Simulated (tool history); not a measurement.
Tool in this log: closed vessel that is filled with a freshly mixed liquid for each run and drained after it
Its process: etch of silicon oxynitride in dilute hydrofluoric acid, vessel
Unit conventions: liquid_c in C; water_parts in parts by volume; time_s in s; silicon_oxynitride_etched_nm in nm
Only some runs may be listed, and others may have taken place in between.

{"run": 1, "hour": 0.0, "liquid_c": 24, "water_parts": 290, "time_s": 760, "silicon_oxynitride_etched_nm": 10.532}
{"run": 2, "hour": 7.2, "liquid_c": 27.5, "water_parts": 290, "time_s": 760, "silicon_oxynitride_etched_nm": 12.38}
{"run": 3, "hour": 13.2, "liquid_c": 27.5, "water_parts": 200, "time_s": 760, "silicon_oxynitride_etched_nm": 19.466}
{"run": 4, "hour": 15.0, "liquid_c": 25, "water_parts": 245, "time_s": 760, "silicon_oxynitride_etched_nm": 13.788}
{"run": 5, "hour": 16.5, "liquid_c": 23, "water_parts": 280, "time_s": 760, "silicon_oxynitride_etched_nm": 10.576}
{"hour": 19.5, "done": "thermometer replaced"}
{"run": 6, "hour": 19.5, "liquid_c": 23, "water_parts": 280, "time_s": 760, "silicon_oxynitride_etched_nm": 9.5925}
{"run": 7, "hour": 22.4, "liquid_c": 21.5, "water_parts": 295, "time_s": 760, "silicon_oxynitride_etched_nm": 8.6553}

Run 8 is up next; what results do you expect?
{"run": 8, "hour": 23.4, "liquid_c": 20.5, "water_parts": 315, "time_s": 760, "silicon_oxynitride_etched_nm": "?"}

silicon_oxynitride_etched_nm: 7.6143 nm
